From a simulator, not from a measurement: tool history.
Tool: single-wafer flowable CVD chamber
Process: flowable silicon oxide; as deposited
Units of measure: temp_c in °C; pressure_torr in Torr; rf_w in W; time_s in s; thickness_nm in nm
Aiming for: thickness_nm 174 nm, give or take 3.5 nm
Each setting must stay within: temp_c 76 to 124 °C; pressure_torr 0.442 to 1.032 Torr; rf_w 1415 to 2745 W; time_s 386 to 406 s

run	hour	temp_c	pressure_torr	rf_w	time_s	thickness_nm
1	0	100	0.737	2080	406	217.38
2	7.5	100	0.737	2080	386	206.2
3	13.6	96	0.737	2080	386	231.68
4	17.6	92	0.737	2080	386	260.05
5	25.7	100	0.737	2080	386	205.54
6	33.4	101	0.737	2080	386	200.86
7	35.3	102	0.737	2080	386	195.12
8	38.2	103	0.737	2080	386	189.02
9	45.1	104	0.737	2080	386	183.26
10	48	105	0.737	2080	386	177.88

Of the 5 settings listed for the next run, only one would bring every result within its allowed miss of target. Which one?
A	50.9	112	0.915	1805	406	?
B	50.9	110	0.832	2065	406	?
C	50.9	109	0.755	2185	406	?
D	50.9	101	0.686	1985	386	?
E	50.9	101	0.682	1835	406	?

move	thickness_nm
A	180.2
B	181.8
C	172.59
D	184.44
E	187.77
A: moves away from the targets compared with the last run
B: moves away from the targets compared with the last run
C: meets every target
D: moves away from the targets compared with the last run
E: moves away from the targets compared with the last run
C meets every target.
